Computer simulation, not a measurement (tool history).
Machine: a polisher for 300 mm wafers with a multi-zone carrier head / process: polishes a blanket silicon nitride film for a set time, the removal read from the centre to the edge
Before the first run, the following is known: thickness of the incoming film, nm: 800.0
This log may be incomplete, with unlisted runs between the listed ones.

run    day  flow of slurry (ml/min)  pressure of the head's centre zone  pressure of the head's middle zone  pressure of the head's edge zone  polishing time (s)  film removed at the wafer's centre (Å)  film removed at mid-radius (Å)  film removed at the wafer's edge (Å)
  1      0                      300                                   1                                   1                                 1                  70                                  1991.8                          1990.6                                1976.5
  2  0.179                      300                                   1                                   1                                 1                  62                                  1761.4                          1743.4                                1767.5
  3  0.221                      300                                1.06                                   1                                 1                  62                                    1825                            1770                                1794.4
  4  0.483                      300                                1.06                                   1                              0.97                  62                                  1847.6                          1791.9                                1732.7
  5  0.662                      290                                1.04                                0.99                              0.96                  62                                  1797.6                          1748.4                                1727.4
  6  0.721                      280                                1.03                                0.99                              0.94                  62                                  1773.8                          1722.5                                1764.4

What will run 7 give?
  7  0.967                      355                                1.04                                1.04                              0.95                  54                                       ?                               ?                                     ?

{"run 7": {"film removed at the wafer's centre (Å)": 1607.4, "film removed at mid-radius (Å)": 1601.3, "film removed at the wafer's edge (Å)": 1501.4}}

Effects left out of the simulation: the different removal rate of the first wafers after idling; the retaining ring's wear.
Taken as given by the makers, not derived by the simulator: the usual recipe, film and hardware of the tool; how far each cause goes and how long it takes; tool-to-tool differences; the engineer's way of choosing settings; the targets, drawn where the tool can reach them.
